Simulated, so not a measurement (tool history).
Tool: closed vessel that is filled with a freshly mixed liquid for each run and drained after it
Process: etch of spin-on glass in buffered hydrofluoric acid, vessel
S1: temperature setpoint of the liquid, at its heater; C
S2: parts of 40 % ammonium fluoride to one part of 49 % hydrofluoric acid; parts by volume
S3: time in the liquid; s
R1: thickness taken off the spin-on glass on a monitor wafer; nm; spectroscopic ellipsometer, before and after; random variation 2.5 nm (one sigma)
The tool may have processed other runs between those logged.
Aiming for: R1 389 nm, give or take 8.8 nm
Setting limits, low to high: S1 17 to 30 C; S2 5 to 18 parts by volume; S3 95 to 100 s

run    day    S1   S2   S3      R1
  1      0    22   11   95  230.24
  2  0.338    22  9.5   95  260.25
  3  0.633  23.5  9.5   95  285.48
  4  0.858    25  9.5   95  306.36
  5   1.05    25  9.5  100  321.97
  6  1.221    25  9.5   95  308.99
  7  1.433    26  9.5   95   322.5
  8  1.608    27  9.5   95  340.21

Of the 4 settings listed for the next run, only one would bring every result within its allowed miss of target. Which one?
  A  1.783  27.5    8  100   ?
  B  1.783  26.5    8  100   ?
  C  1.783  24.5  8.5   95   ?
  D  1.783  26.5    8   95   ?

move      R1
   A  435.94
   B  413.26
   C  330.04
   D   392.6
A: takes the biggest miss from the last run beyond its target
B: takes the biggest miss from the last run beyond its target
C: the biggest miss grows against the last run
D: meets every target
Move D is the one to make.

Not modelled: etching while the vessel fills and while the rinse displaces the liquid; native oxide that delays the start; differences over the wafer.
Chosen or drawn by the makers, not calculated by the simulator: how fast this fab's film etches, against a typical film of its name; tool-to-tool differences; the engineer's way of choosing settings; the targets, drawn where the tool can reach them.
